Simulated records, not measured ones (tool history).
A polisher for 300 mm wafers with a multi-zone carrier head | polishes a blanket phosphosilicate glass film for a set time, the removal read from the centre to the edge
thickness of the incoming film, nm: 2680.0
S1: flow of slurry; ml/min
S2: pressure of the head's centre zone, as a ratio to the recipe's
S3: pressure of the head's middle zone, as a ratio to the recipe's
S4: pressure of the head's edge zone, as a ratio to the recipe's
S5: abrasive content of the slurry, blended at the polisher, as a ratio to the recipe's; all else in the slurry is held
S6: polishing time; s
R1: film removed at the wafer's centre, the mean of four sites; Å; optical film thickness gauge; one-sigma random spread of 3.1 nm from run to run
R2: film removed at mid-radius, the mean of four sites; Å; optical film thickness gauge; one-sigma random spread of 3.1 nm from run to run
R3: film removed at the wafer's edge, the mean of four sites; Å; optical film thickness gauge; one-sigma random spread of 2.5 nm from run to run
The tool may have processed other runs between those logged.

| run | hour | S1 | S2 | S3 | S4 | S5 | S6 | R1 | R2 | R3 |
|---|---|---|---|---|---|---|---|---|---|---|
| 1 | 0 | 275 | 1 | 1 | 1 | 1 | 80 | 4142.2 | 3998.2 | 4120 |
| 2 | 2.7 | 275 | 1 | 1 | 1 | 0.8 | 80 | 3807.4 | 3761 | 3838.8 |
| 3 | 5.3 | 275 | 1 | 1 | 1 | 0.65 | 80 | 3470.7 | 3263.5 | 3405.4 |
| 4 | 13.5 | 275 | 1.08 | 1 | 1 | 0.65 | 80 | 3739.1 | 3343.5 | 3482.7 |
| 5 | 16.7 | 275 | 1.08 | 1 | 1.04 | 0.65 | 80 | 3790.1 | 3241 | 3493.3 |
| 6 | 22.5 | 275 | 1.06 | 1 | 1.02 | 0.6 | 74 | 3238.9 | 3023.6 | 3039.5 |
| 7 | 23.3 | 250 | 0.99 | 0.9 | 0.92 | 0.5 | 68 | 2473.3 | 2209.7 | 2397.3 |
| 8 | 24.2 | 260 | 0.99 | 0.92 | 0.92 | 0.5 | 68 | 2461.5 | 2276.4 | 2432 |

The next listed run, before its measurement:
| 9 | 26.4 | 265 | 0.99 | 0.93 | 0.92 | 0.5 | 68 | ? | ? | ? |

{"run 9": {"R1": 2519.1, "R2": 2266.7, "R3": 2423}}
